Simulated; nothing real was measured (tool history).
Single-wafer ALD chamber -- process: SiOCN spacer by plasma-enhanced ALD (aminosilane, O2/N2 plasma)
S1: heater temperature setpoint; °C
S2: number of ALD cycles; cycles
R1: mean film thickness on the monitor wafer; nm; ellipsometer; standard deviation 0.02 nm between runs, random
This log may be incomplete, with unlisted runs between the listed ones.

run 1 hour=0.0 | S1=425 S2=64 | R1=4.2384
run 2 hour=6.7 | S1=418 S2=64 | R1=4.3724
run 3 hour=10.7 | S1=423 S2=64 | R1=4.2566
run 4 hour=15.3 | S1=419 S2=64 | R1=4.3558
run 5 hour=22.6 | S1=424 S2=62 | R1=4.1151
run 6 hour=26.6 | S1=433 S2=62 | R1=3.9821
run 7 hour=28.2 | S1=435 S2=61 | R1=3.9165
run 8 hour=33.7 | S1=437 S2=60 | R1=3.7757
run 9 hour=37.1 | S1=438 S2=60 | R1=3.7918

What does the tool deliver on the next run?
run 10 hour=45.7 | S1=439 S2=60 | R1=?

R1: 3.7680 nm
